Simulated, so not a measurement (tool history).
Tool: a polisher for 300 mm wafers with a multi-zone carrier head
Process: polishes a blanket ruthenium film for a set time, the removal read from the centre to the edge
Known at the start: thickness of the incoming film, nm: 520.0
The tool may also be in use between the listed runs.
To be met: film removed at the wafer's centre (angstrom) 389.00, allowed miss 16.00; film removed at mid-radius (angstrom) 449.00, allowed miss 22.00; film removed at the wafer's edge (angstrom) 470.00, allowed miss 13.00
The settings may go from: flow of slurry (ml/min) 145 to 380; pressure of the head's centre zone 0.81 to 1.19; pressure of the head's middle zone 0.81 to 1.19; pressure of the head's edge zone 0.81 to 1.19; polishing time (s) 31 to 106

run,hour,flow of slurry (ml/min),pressure of the head's centre zone,pressure of the head's middle zone,pressure of the head's edge zone,polishing time (s),film removed at the wafer's centre (angstrom),film removed at mid-radius (angstrom),film removed at the wafer's edge (angstrom)
1,0.0,245,1.00,1.00,1.00,68,632.39,644.24,636.83
2,6.2,245,1.00,1.03,1.00,68,630.83,667.27,640.33
3,7.2,230,0.94,1.00,0.99,63,543.29,586.46,586.66
4,14.1,230,0.94,1.00,0.99,76,660.30,706.62,709.64
5,20.1,230,0.94,1.00,1.07,76,663.30,690.51,724.25
6,28.9,230,0.94,1.00,1.07,90,772.27,859.41,858.10
7,31.1,220,0.90,1.02,1.04,76,620.55,719.63,712.99
8,33.5,215,0.88,1.01,1.02,67,530.59,623.66,620.79

Which of these 4 next moves meets every target?
A,35.9,235,0.94,1.10,0.81,54,?,?,?
B,35.9,220,0.86,1.02,1.05,45,?,?,?
C,35.9,225,0.90,1.04,1.07,55,?,?,?
D,35.9,215,0.87,0.98,1.10,49,?,?,?

move,film removed at the wafer's centre (angstrom),film removed at mid-radius (angstrom),film removed at the wafer's edge (angstrom)
A,470.31,556.14,479.06
B,354.77,431.05,428.93
C,455.50,537.02,528.48
D,389.39,452.35,473.42
A: brings the result that was furthest off to its target, and leaves another outside
B: takes the result that was furthest off past its target
C: nearer than the last run, and not there yet
D: meets every target
The right move is D.

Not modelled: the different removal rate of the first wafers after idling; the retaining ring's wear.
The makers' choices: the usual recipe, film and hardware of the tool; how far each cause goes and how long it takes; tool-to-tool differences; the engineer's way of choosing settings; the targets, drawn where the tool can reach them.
